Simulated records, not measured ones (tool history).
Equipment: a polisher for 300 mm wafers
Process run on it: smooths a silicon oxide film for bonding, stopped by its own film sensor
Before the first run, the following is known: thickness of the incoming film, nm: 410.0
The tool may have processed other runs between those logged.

run,day,flow of slurry (ml/min),pressure of the wafer on the pad (psi),speed of the pad under the wafer (m/s),abrasive content of the slurry,target thickness at which the film sensor stops the polish (angstrom),time until the film sensor stopped the polish (s)
1,0,240,1.7,0.86,1,3370,163.06
2,0.162,240,1.7,0.68,1,3370,198.59
3,0.442,240,1.8,0.68,1,3370,191.86
4,0.6,240,1.8,0.68,1,3340,198.04
5,0.833,240,1.8,0.68,1,3370,187.94
6,1.108,275,1.8,0.68,1,3370,183.82

The next listed run, before its measurement:
7,1.462,275,1.9,0.68,1,3370,?

time until the film sensor stopped the polish (s): 178.62
